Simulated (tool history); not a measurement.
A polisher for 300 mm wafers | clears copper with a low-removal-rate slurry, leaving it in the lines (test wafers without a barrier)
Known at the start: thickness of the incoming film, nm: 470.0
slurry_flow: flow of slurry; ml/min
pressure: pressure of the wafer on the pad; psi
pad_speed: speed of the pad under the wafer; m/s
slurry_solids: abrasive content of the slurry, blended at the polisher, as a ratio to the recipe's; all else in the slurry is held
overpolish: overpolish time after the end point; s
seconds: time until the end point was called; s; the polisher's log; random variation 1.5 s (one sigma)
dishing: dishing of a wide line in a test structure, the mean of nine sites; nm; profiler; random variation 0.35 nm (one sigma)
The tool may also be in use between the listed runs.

run,hour,slurry_flow,pressure,pad_speed,slurry_solids,overpolish,seconds,dishing
1,0,265,3.3,0.98,1,25,135.66,34.592
2,8.7,265,3.1,0.98,1,25,142.49,33.317
3,9.8,260,2.9,0.98,1,25,150.24,32.191
4,16.9,260,2.7,0.98,1,26,156.98,32.054
5,20.1,260,2.7,0.98,0.85,26,169.51,31.59
6,25.6,260,2.6,0.98,0.85,26,173.12,30.586
7,31.9,260,2.5,0.98,0.85,26,174.53,30.351
8,32.7,255,2.4,0.98,0.85,26,181.24,29.109

The next listed run, before its measurement:
9,39.9,250,2.4,0.98,0.85,26,?,?

seconds: 184.65 s
dishing: 29.489 nm
